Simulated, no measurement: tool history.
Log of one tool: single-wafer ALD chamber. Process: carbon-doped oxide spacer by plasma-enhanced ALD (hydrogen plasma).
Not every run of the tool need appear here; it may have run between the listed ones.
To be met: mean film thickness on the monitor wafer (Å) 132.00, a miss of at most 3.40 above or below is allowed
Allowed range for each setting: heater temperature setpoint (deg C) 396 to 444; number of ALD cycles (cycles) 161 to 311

| run | hour | heater temperature setpoint (deg C) | number of ALD cycles (cycles) | mean film thickness on the monitor wafer (Å) |
|---|---|---|---|---|
| 1 | 0.0 | 420 | 236 | 113.47 |
| 2 | 5.8 | 419 | 239 | 114.49 |
| 3 | 10.7 | 418 | 243 | 117.74 |
| 4 | 14.9 | 417 | 245 | 118.96 |
| 5 | 22.3 | 412 | 245 | 121.07 |
| 6 | 26.9 | 412 | 225 | 110.66 |
| 7 | 32.9 | 411 | 229 | 113.15 |
| 8 | 42.0 | 410 | 233 | 116.22 |
| 9 | 46.2 | 409 | 236 | 116.81 |
| 10 | 52.3 | 409 | 239 | 119.45 |
| 11 | 58.5 | 408 | 241 | 120.79 |
| 12 | 67.4 | 407 | 243 | 120.81 |
| 13 | 69.7 | 407 | 245 | 122.62 |
| 14 | 75.2 | 407 | 247 | 124.27 |
| 15 | 82.2 | 407 | 248 | 124.67 |
| 16 | 84.2 | 407 | 249 | 125.04 |
| 17 | 86.2 | 407 | 250 | 125.99 |
| 18 | 90.3 | 407 | 251 | 125.63 |
| 19 | 96.1 | 407 | 252 | 126.28 |
| 20 | 105.0 | 407 | 253 | 126.78 |
| 21 | 109.0 | 407 | 254 | 127.84 |

Which of these 4 next moves meets every target?
| A | 113.0 | 405 | 262 | ? |
| B | 113.0 | 406 | 244 | ? |
| C | 113.0 | 410 | 256 | ? |
| D | 113.0 | 414 | 249 | ? |

| move | mean film thickness on the monitor wafer (Å) |
|---|---|
| A | 132.59 |
| B | 123.06 |
| C | 127.34 |
| D | 122.14 |
A: every result within its allowed miss
B: misses by more than the last run did
C: misses by more than the last run did
D: misses by more than the last run did
A meets every target.
